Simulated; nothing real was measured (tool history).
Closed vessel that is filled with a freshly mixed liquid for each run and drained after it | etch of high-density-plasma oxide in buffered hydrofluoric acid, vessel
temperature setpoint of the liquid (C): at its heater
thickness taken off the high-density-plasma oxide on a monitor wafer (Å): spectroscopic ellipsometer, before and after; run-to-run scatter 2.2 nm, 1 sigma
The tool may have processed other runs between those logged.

run,hour,temperature setpoint of the liquid (C),parts of 40 % ammonium fluoride to one part of 49 % hydrofluoric acid (parts by volume),time in the liquid (s),thickness taken off the high-density-plasma oxide on a monitor wafer (Å)
1,0,25,11,95,1251.3
2,3,25,14,95,970.36
3,11.5,28,14,95,1157.8
4,14.9,30,14,95,1275.9
5,21.7,30,11.5,95,1548.6
6,29.9,28.5,11.5,95,1431.7
7,38.1,29,11,95,1526.4

Forecast run 8:
8,45.9,32,7.5,95,?

{"run 8": {"thickness taken off the high-density-plasma oxide on a monitor wafer (Å)": 2554.7}}
